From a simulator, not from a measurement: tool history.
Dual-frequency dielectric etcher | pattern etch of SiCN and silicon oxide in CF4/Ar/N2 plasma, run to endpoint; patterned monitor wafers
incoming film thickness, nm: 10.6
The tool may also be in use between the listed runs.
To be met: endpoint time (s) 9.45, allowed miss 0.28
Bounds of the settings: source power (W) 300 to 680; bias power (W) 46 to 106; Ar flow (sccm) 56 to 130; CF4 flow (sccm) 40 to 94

{"run": 1, "hour": 0.0, "source power (W)": 490, "bias power (W)": 76, "Ar flow (sccm)": 93, "CF4 flow (sccm)": 67, "endpoint time (s)": 10.563}
{"run": 2, "hour": 7.6, "source power (W)": 500, "bias power (W)": 76, "Ar flow (sccm)": 93, "CF4 flow (sccm)": 67, "endpoint time (s)": 10.463}
{"run": 3, "hour": 11.8, "source power (W)": 500, "bias power (W)": 76, "Ar flow (sccm)": 104, "CF4 flow (sccm)": 67, "endpoint time (s)": 10.439}
{"run": 4, "hour": 18.8, "source power (W)": 510, "bias power (W)": 76, "Ar flow (sccm)": 104, "CF4 flow (sccm)": 67, "endpoint time (s)": 10.265}
{"hour": 23.4, "done": "wet clean of the chamber"}
{"run": 5, "hour": 23.4, "source power (W)": 510, "bias power (W)": 76, "Ar flow (sccm)": 104, "CF4 flow (sccm)": 78, "endpoint time (s)": 10.54}
{"run": 6, "hour": 30.6, "source power (W)": 510, "bias power (W)": 76, "Ar flow (sccm)": 90, "CF4 flow (sccm)": 78, "endpoint time (s)": 10.261}
{"run": 7, "hour": 35.8, "source power (W)": 520, "bias power (W)": 76, "Ar flow (sccm)": 90, "CF4 flow (sccm)": 78, "endpoint time (s)": 10.132}
{"run": 8, "hour": 44.2, "source power (W)": 530, "bias power (W)": 76, "Ar flow (sccm)": 90, "CF4 flow (sccm)": 78, "endpoint time (s)": 9.9024}
{"run": 9, "hour": 53.2, "source power (W)": 540, "bias power (W)": 76, "Ar flow (sccm)": 90, "CF4 flow (sccm)": 78, "endpoint time (s)": 9.9235}

5 next moves are on the table. One of them brings every result within its allowed miss. Which?
{"run": "A", "hour": 62.2, "source power (W)": 550, "bias power (W)": 67, "Ar flow (sccm)": 99, "CF4 flow (sccm)": 86, "endpoint time (s)": "?"}
{"run": "B", "hour": 62.2, "source power (W)": 530, "bias power (W)": 71, "Ar flow (sccm)": 96, "CF4 flow (sccm)": 64, "endpoint time (s)": "?"}
{"run": "C", "hour": 62.2, "source power (W)": 470, "bias power (W)": 72, "Ar flow (sccm)": 84, "CF4 flow (sccm)": 78, "endpoint time (s)": "?"}
{"run": "D", "hour": 62.2, "source power (W)": 560, "bias power (W)": 73, "Ar flow (sccm)": 77, "CF4 flow (sccm)": 81, "endpoint time (s)": "?"}
{"run": "E", "hour": 62.2, "source power (W)": 510, "bias power (W)": 77, "Ar flow (sccm)": 97, "CF4 flow (sccm)": 85, "endpoint time (s)": "?"}

move=A endpoint_time_(s)=10.169
move=B endpoint_time_(s)=10.64
move=C endpoint_time_(s)=11.217
move=D endpoint_time_(s)=9.4675
move=E endpoint_time_(s)=10.176
A: further off than the last run
B: further off than the last run
C: further off than the last run
D: meets every target
E: further off than the last run
Answer: D
